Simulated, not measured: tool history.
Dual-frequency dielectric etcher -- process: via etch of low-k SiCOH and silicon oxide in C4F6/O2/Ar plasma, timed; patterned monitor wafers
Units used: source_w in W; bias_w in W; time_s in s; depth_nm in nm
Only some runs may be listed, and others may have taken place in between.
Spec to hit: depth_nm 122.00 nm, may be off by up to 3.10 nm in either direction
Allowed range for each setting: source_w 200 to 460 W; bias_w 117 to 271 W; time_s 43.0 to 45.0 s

run  hour  source_w  bias_w  time_s  depth_nm
  1   0.0       330     194    43.0    103.36
  2   2.9       330     212    43.0    108.32
  3   7.0       350     215    43.0    110.73
  4   8.8       370     218    43.0    112.94
  5  17.7       380     222    43.0    115.35
  6  22.4       380     193    43.0    108.68
  7  26.0       390     200    43.0    111.18
  8  32.1       400     205    43.0    112.98
  9  34.6       410     210    43.0    114.61
 10  38.6       420     214    43.0    117.55
 11  39.2       430     216    43.0    118.36
 12  44.8       430     218    43.0    118.60
 13  50.6       430     220    43.0    119.12

Exercise: of the 4 proposed moves below, exactly one satisfies all targets within the stated allowed misses. Which move is it?
  A  56.4       440     209    43.0         ?
  B  56.4       350     220    44.5         ?
  C  56.4       450     226    43.0         ?
  D  56.4       460     193    43.0         ?

move  depth_nm
   A    117.15
   B    115.70
   C    121.80
   D    114.95
A: moves away from the targets compared with the last run
B: moves away from the targets compared with the last run
C: every result lands within tolerance
D: moves away from the targets compared with the last run
Move C is the one to make.
